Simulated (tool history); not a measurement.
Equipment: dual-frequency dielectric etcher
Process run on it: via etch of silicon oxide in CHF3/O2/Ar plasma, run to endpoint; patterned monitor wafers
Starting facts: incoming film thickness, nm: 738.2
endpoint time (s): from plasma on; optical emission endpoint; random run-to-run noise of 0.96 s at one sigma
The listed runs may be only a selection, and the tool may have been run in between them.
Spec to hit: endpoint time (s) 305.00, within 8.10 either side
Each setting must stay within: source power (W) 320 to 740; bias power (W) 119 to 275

run 1 hour=0.0 | source_power_(W)=530 bias_power_(W)=197 | endpoint_time_(s)=364.00
run 2 hour=7.6 | source_power_(W)=570 bias_power_(W)=205 | endpoint_time_(s)=343.55
run 3 hour=10.2 | source_power_(W)=600 bias_power_(W)=208 | endpoint_time_(s)=329.78
run 4 hour=16.2 | source_power_(W)=600 bias_power_(W)=193 | endpoint_time_(s)=345.58
run 5 hour=22.1 | source_power_(W)=600 bias_power_(W)=176 | endpoint_time_(s)=362.67
run 6 hour=23.6 | source_power_(W)=630 bias_power_(W)=182 | endpoint_time_(s)=346.93
run 7 hour=30.6 | source_power_(W)=650 bias_power_(W)=187 | endpoint_time_(s)=338.28
run 8 hour=32.5 | source_power_(W)=650 bias_power_(W)=187 | endpoint_time_(s)=337.81
run 9 hour=34.0 | source_power_(W)=670 bias_power_(W)=191 | endpoint_time_(s)=329.02
run 10 hour=39.9 | source_power_(W)=680 bias_power_(W)=194 | endpoint_time_(s)=323.32
run 11 hour=47.5 | source_power_(W)=680 bias_power_(W)=194 | endpoint_time_(s)=325.05
run 12 hour=51.7 | source_power_(W)=690 bias_power_(W)=197 | endpoint_time_(s)=320.80
run 13 hour=54.0 | source_power_(W)=690 bias_power_(W)=197 | endpoint_time_(s)=319.25
run 14 hour=54.8 | source_power_(W)=700 bias_power_(W)=198 | endpoint_time_(s)=315.95
run 15 hour=63.3 | source_power_(W)=710 bias_power_(W)=199 | endpoint_time_(s)=314.56

Exactly one of the 5 candidate moves below puts every result within its allowed miss. Which one?
run A hour=71.8 | source_power_(W)=690 bias_power_(W)=196 | endpoint_time_(s)=?
run B hour=71.8 | source_power_(W)=700 bias_power_(W)=194 | endpoint_time_(s)=?
run C hour=71.8 | source_power_(W)=660 bias_power_(W)=191 | endpoint_time_(s)=?
run D hour=71.8 | source_power_(W)=660 bias_power_(W)=195 | endpoint_time_(s)=?
run E hour=71.8 | source_power_(W)=720 bias_power_(W)=210 | endpoint_time_(s)=?

move=A endpoint_time_(s)=320.70
move=B endpoint_time_(s)=320.26
move=C endpoint_time_(s)=331.80
move=D endpoint_time_(s)=328.26
move=E endpoint_time_(s)=303.63
A: lands further from the targets than the last run did
B: lands further from the targets than the last run did
C: lands further from the targets than the last run did
D: lands further from the targets than the last run did
E: every result lands within tolerance
Go with E: it meets all targets.

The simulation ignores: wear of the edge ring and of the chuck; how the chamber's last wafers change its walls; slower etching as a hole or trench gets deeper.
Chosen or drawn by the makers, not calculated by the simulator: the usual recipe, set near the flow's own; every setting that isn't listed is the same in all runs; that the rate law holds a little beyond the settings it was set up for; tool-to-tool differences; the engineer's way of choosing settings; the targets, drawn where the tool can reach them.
